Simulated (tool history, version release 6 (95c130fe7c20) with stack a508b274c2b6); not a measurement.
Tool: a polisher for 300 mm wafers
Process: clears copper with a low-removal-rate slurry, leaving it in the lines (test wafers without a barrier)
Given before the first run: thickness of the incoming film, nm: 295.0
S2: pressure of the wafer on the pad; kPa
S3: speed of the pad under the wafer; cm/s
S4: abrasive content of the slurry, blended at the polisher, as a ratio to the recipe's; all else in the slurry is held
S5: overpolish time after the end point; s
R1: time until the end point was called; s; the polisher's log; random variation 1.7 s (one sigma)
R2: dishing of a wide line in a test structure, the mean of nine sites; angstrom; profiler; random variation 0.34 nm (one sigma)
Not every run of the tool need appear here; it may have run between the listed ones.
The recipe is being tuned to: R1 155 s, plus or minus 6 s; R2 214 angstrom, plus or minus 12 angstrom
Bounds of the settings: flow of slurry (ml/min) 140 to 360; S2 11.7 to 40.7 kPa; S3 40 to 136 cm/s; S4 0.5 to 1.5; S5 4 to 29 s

run 1 day=0 | flow_of_slurry_(ml/min)=230 S2=26.2 S3=88 S4=1 S5=15 | R1=106.21 R2=312.81
run 2 day=0.225 | flow_of_slurry_(ml/min)=255 S2=26.2 S3=88 S4=1 S5=15 | R1=103.59 R2=312.95
run 3 day=0.429 | flow_of_slurry_(ml/min)=255 S2=29 S3=88 S4=1 S5=15 | R1=92.554 R2=339.45
run 4 day=0.667 | flow_of_slurry_(ml/min)=280 S2=29 S3=88 S4=1 S5=15 | R1=91.482 R2=345.18
run 5 day=0.75 | flow_of_slurry_(ml/min)=235 S2=29 S3=88 S4=1 S5=15 | R1=94.668 R2=328.32
run 6 day=0.958 | flow_of_slurry_(ml/min)=235 S2=29 S3=78 S4=1 S5=15 | R1=104.1 R2=316.22
run 7 day=1.038 | flow_of_slurry_(ml/min)=230 S2=22.1 S3=76 S4=1 S5=14 | R1=137.57 R2=221.15
run 8 day=1.262 | flow_of_slurry_(ml/min)=230 S2=22.1 S3=76 S4=1 S5=14 | R1=138 R2=220.2

Exactly one of the 4 candidate moves below puts every result within its allowed miss. Which one?
run A day=1.488 | flow_of_slurry_(ml/min)=240 S2=26.2 S3=74 S4=0.8 S5=12 | R1=? R2=?
run B day=1.488 | flow_of_slurry_(ml/min)=215 S2=19.3 S3=68 S4=1.45 S5=15 | R1=? R2=?
run C day=1.488 | flow_of_slurry_(ml/min)=235 S2=24.1 S3=78 S4=1.05 S5=12 | R1=? R2=?
run D day=1.488 | flow_of_slurry_(ml/min)=215 S2=26.2 S3=74 S4=0.85 S5=12 | R1=? R2=?

move=A R1=131.25 R2=214.03
move=B R1=157.48 R2=220.59
move=C R1=124.87 R2=223.61
move=D R1=129.94 R2=216.01
A: the biggest miss grows against the last run
B: hits every target within its allowed miss
C: the biggest miss grows against the last run
D: the biggest miss grows against the last run
Correct choice: B, which meets every target

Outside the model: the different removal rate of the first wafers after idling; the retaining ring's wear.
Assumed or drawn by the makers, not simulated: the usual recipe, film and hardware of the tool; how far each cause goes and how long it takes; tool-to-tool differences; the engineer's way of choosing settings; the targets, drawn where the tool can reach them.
